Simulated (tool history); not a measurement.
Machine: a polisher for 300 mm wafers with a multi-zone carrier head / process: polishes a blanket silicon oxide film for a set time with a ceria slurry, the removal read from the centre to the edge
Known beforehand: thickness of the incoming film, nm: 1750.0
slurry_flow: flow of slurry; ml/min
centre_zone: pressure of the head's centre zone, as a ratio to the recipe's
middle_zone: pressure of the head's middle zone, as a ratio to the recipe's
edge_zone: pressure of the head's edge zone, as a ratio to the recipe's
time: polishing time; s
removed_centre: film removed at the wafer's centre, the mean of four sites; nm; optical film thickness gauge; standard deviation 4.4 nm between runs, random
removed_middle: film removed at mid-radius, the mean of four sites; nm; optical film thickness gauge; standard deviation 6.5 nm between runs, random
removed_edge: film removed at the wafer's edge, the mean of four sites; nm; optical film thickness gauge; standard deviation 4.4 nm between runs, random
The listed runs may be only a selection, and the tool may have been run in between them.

Run 1, day 0.000: slurry_flow 255 ml/min, centre_zone 1.00, middle_zone 1.00, edge_zone 1.00, time 85 s. Result: removed_centre 411.64 nm, removed_middle 419.64 nm, removed_edge 417.87 nm.
Run 2, day 0.262: slurry_flow 265 ml/min, centre_zone 1.02, middle_zone 1.03, edge_zone 1.01, time 87 s. Result: removed_centre 425.31 nm, removed_middle 447.51 nm, removed_edge 429.74 nm.
Run 3, day 0.538: slurry_flow 265 ml/min, centre_zone 1.02, middle_zone 1.03, edge_zone 1.05, time 87 s. Result: removed_centre 429.05 nm, removed_middle 437.55 nm, removed_edge 437.24 nm.
Run 4, day 0.671: slurry_flow 275 ml/min, centre_zone 1.04, middle_zone 1.05, edge_zone 1.05, time 89 s. Result: removed_centre 450.97 nm, removed_middle 463.27 nm, removed_edge 448.91 nm.
Run 5, day 1.038: slurry_flow 275 ml/min, centre_zone 1.04, middle_zone 1.05, edge_zone 1.10, time 89 s. Result: removed_centre 452.95 nm, removed_middle 456.53 nm, removed_edge 455.09 nm.
Run 6, day 1.179: slurry_flow 285 ml/min, centre_zone 1.06, middle_zone 1.07, edge_zone 1.10, time 91 s. Result: removed_centre 471.09 nm, removed_middle 481.50 nm, removed_edge 474.45 nm.
Run 7, day 1.533: slurry_flow 295 ml/min, centre_zone 1.08, middle_zone 1.09, edge_zone 1.09, time 92 s. Result: removed_centre 484.09 nm, removed_middle 501.74 nm, removed_edge 469.39 nm.
Run 8, day 1.696: slurry_flow 295 ml/min, centre_zone 1.08, middle_zone 1.09, edge_zone 1.09, time 92 s. Result: removed_centre 483.05 nm, removed_middle 505.90 nm, removed_edge 478.04 nm.
Run 9, day 1.738: slurry_flow 295 ml/min, centre_zone 1.08, middle_zone 1.09, edge_zone 1.09, time 92 s. Result: removed_centre 485.64 nm, removed_middle 504.36 nm, removed_edge 482.73 nm.
Run 10, day 1.917: slurry_flow 300 ml/min, centre_zone 1.10, middle_zone 1.10, edge_zone 1.07, time 93 s. Result: removed_centre 497.04 nm, removed_middle 510.55 nm, removed_edge 477.16 nm.
Run 11, day 2.146: slurry_flow 305 ml/min, centre_zone 1.11, middle_zone 1.11, edge_zone 1.07, time 94 s. Result: removed_centre 513.02 nm, removed_middle 509.06 nm, removed_edge 480.68 nm.
Run 12, day 2.296: slurry_flow 315 ml/min, centre_zone 1.11, middle_zone 1.12, edge_zone 1.06, time 95 s. Result: removed_centre 524.06 nm, removed_middle 527.46 nm, removed_edge 490.14 nm.
Run 13, day 2.604: slurry_flow 315 ml/min, centre_zone 1.11, middle_zone 1.13, edge_zone 1.05, time 96 s. Result: removed_centre 519.59 nm, removed_middle 540.04 nm, removed_edge 492.96 nm.
Run 14, day 2.767: slurry_flow 320 ml/min, centre_zone 1.12, middle_zone 1.14, edge_zone 1.04, time 97 s. Result: removed_centre 534.13 nm, removed_middle 544.25 nm, removed_edge 503.37 nm.

What does the tool deliver on the next run?
Run 15, day 3.029: slurry_flow 320 ml/min, centre_zone 1.12, middle_zone 1.15, edge_zone 1.03, time 98 s. Result: removed_centre ?, removed_middle ?, removed_edge ?.

{"run 15": {"removed_centre": 539.96, "removed_middle": 549.4, "removed_edge": 493.66}}
